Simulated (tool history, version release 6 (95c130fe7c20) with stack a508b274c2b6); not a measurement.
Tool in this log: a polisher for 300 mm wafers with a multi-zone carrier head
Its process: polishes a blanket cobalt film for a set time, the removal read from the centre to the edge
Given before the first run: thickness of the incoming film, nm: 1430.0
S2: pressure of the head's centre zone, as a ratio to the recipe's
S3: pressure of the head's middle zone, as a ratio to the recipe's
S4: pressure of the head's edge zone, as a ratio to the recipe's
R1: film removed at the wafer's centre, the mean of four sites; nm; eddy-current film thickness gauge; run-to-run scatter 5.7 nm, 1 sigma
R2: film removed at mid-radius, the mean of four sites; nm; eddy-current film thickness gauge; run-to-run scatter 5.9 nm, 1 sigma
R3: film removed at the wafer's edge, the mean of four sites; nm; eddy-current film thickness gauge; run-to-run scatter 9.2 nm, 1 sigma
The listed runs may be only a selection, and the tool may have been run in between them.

run 1 day=0.000 | flow_of_slurry_(ml/min)=145 S2=1.00 S3=1.00 S4=1.00 polishing_time_(s)=71 | R1=483.37 R2=474.00 R3=484.19
run 2 day=0.321 | flow_of_slurry_(ml/min)=170 S2=1.00 S3=1.00 S4=1.00 polishing_time_(s)=71 | R1=497.76 R2=493.63 R3=505.76
run 3 day=0.600 | flow_of_slurry_(ml/min)=170 S2=1.04 S3=1.00 S4=1.00 polishing_time_(s)=71 | R1=515.66 R2=491.67 R3=492.74
run 4 day=0.754 | flow_of_slurry_(ml/min)=170 S2=1.04 S3=1.00 S4=1.08 polishing_time_(s)=71 | R1=519.74 R2=492.23 R3=530.72
run 5 day=0.796 | flow_of_slurry_(ml/min)=180 S2=1.06 S3=1.04 S4=1.10 polishing_time_(s)=73 | R1=547.73 R2=534.86 R3=556.67
run 6 day=0.888 | flow_of_slurry_(ml/min)=190 S2=1.08 S3=1.07 S4=1.12 polishing_time_(s)=74 | R1=564.03 R2=556.89 R3=555.47

Estimate the outcome of run 7 from the log above:
run 7 day=1.221 | flow_of_slurry_(ml/min)=190 S2=1.08 S3=1.07 S4=1.12 polishing_time_(s)=74 | R1=? R2=? R3=?

Run 7 came out at R1 586.91 nm, R2 545.76 nm, R3 561.49 nm.
